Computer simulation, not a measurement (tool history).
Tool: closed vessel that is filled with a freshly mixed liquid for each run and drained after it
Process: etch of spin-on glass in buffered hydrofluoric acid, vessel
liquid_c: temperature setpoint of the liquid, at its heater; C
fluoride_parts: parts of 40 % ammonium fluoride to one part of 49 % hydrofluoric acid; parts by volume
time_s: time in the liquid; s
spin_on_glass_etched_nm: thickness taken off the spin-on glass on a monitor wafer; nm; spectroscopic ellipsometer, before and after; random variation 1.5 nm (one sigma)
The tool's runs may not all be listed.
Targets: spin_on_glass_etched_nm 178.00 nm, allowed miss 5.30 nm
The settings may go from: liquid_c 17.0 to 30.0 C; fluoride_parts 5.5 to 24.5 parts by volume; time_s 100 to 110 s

run 1 hour=0.0 | liquid_c=22.0 fluoride_parts=15.0 time_s=100 | spin_on_glass_etched_nm=155.58
run 2 hour=3.2 | liquid_c=22.5 fluoride_parts=15.0 time_s=100 | spin_on_glass_etched_nm=157.44
run 3 hour=4.2 | liquid_c=19.5 fluoride_parts=15.0 time_s=100 | spin_on_glass_etched_nm=132.87
run 4 hour=9.4 | liquid_c=19.5 fluoride_parts=15.0 time_s=110 | spin_on_glass_etched_nm=148.11
run 5 hour=15.5 | liquid_c=20.0 fluoride_parts=15.0 time_s=110 | spin_on_glass_etched_nm=151.27
run 6 hour=23.5 | liquid_c=20.5 fluoride_parts=15.0 time_s=110 | spin_on_glass_etched_nm=155.03
run 7 hour=30.8 | liquid_c=21.0 fluoride_parts=15.0 time_s=110 | spin_on_glass_etched_nm=158.21
run 8 hour=35.5 | liquid_c=21.5 fluoride_parts=15.0 time_s=110 | spin_on_glass_etched_nm=164.27

5 next moves are on the table. One of them brings every result within its allowed miss. Which?
run A hour=40.2 | liquid_c=22.5 fluoride_parts=16.0 time_s=110 | spin_on_glass_etched_nm=?
run B hour=40.2 | liquid_c=21.5 fluoride_parts=14.0 time_s=105 | spin_on_glass_etched_nm=?
run C hour=40.2 | liquid_c=20.5 fluoride_parts=12.0 time_s=100 | spin_on_glass_etched_nm=?
run D hour=40.2 | liquid_c=20.5 fluoride_parts=14.5 time_s=110 | spin_on_glass_etched_nm=?
run E hour=40.2 | liquid_c=21.0 fluoride_parts=11.5 time_s=100 | spin_on_glass_etched_nm=?

move=A spin_on_glass_etched_nm=165.57
move=B spin_on_glass_etched_nm=170.51
move=C spin_on_glass_etched_nm=178.65
move=D spin_on_glass_etched_nm=163.23
move=E spin_on_glass_etched_nm=191.50
A: nearer than the last run, and not there yet
B: nearer than the last run, and not there yet
C: meets every target
D: further off than the last run
E: takes the result that was furthest off past its target
The right move is C.
